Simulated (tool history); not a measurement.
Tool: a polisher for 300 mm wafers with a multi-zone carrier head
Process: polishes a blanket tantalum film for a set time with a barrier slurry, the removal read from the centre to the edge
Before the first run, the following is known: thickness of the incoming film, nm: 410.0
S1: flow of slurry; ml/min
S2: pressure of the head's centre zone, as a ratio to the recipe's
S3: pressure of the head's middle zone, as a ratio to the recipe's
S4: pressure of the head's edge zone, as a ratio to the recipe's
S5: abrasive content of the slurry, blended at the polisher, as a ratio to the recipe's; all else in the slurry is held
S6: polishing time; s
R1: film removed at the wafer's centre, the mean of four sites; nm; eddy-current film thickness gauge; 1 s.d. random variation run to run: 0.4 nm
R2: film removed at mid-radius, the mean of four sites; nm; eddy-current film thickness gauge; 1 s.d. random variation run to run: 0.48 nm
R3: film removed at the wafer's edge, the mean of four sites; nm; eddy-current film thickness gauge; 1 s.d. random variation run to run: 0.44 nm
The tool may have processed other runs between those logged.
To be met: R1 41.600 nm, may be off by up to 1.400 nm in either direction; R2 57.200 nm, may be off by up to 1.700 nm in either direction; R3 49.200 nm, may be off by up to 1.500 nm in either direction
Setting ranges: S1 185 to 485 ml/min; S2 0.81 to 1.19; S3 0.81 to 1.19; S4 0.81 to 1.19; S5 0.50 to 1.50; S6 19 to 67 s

Run 1, day 0.000: S1 310 ml/min, S2 1.00, S3 1.00, S4 1.00, S5 1.00, S6 43 s. Result: R1 57.420 nm, R2 59.110 nm, R3 58.549 nm.
Run 2, day 0.212: S1 300 ml/min, S2 0.95, S3 1.02, S4 0.97, S5 0.90, S6 43 s. Result: R1 52.175 nm, R2 58.324 nm, R3 55.253 nm.
Run 3, day 0.238: S1 290 ml/min, S2 0.91, S3 1.03, S4 0.95, S5 0.85, S6 43 s. Result: R1 48.263 nm, R2 57.194 nm, R3 53.196 nm.
Run 4, day 0.408: S1 280 ml/min, S2 0.89, S3 1.04, S4 0.93, S5 0.85, S6 43 s. Result: R1 46.713 nm, R2 57.321 nm, R3 53.135 nm.
Run 5, day 0.704: S1 280 ml/min, S2 0.89, S3 1.08, S4 0.93, S5 0.85, S6 43 s. Result: R1 46.138 nm, R2 59.194 nm, R3 52.960 nm.
Run 6, day 1.038: S1 275 ml/min, S2 0.88, S3 1.08, S4 0.91, S5 0.85, S6 43 s. Result: R1 47.169 nm, R2 59.308 nm, R3 52.762 nm.
Run 7, day 1.167: S1 275 ml/min, S2 0.86, S3 1.08, S4 0.90, S5 0.80, S6 43 s. Result: R1 44.351 nm, R2 56.763 nm, R3 50.930 nm.
Run 8, day 1.229: S1 275 ml/min, S2 0.85, S3 1.09, S4 0.89, S5 0.80, S6 43 s. Result: R1 44.553 nm, R2 57.378 nm, R3 50.716 nm.
Run 9, day 1.429: S1 270 ml/min, S2 0.84, S3 1.10, S4 0.89, S5 0.80, S6 43 s. Result: R1 43.904 nm, R2 57.584 nm, R3 50.478 nm.

Below are 5 possible settings for the next run. Only one of them brings all results inside the allowed miss of their targets. Which is it?
Run A, day 1.629: S1 275 ml/min, S2 1.00, S3 1.06, S4 0.81, S5 0.65, S6 46 s. Result: R1 ?, R2 ?, R3 ?.
Run B, day 1.629: S1 270 ml/min, S2 0.81, S3 1.09, S4 0.85, S5 1.20, S6 37 s. Result: R1 ?, R2 ?, R3 ?.
Run C, day 1.629: S1 310 ml/min, S2 0.85, S3 0.99, S4 0.85, S5 0.85, S6 44 s. Result: R1 ?, R2 ?, R3 ?.
Run D, day 1.629: S1 290 ml/min, S2 0.86, S3 1.00, S4 0.88, S5 1.05, S6 41 s. Result: R1 ?, R2 ?, R3 ?.
Run E, day 1.629: S1 190 ml/min, S2 0.94, S3 1.06, S4 0.87, S5 0.75, S6 45 s. Result: R1 ?, R2 ?, R3 ?.

move      R1      R2      R3
   A  49.849  54.638  46.481
   B  42.031  58.404  49.507
   C  46.914  57.186  52.547
   D  47.710  57.983  53.727
   E  47.832  56.013  49.576
A: the biggest miss grows against the last run
B: all results in spec
C: the biggest miss grows against the last run
D: the biggest miss grows against the last run
E: the biggest miss grows against the last run
Move B is the one to make.
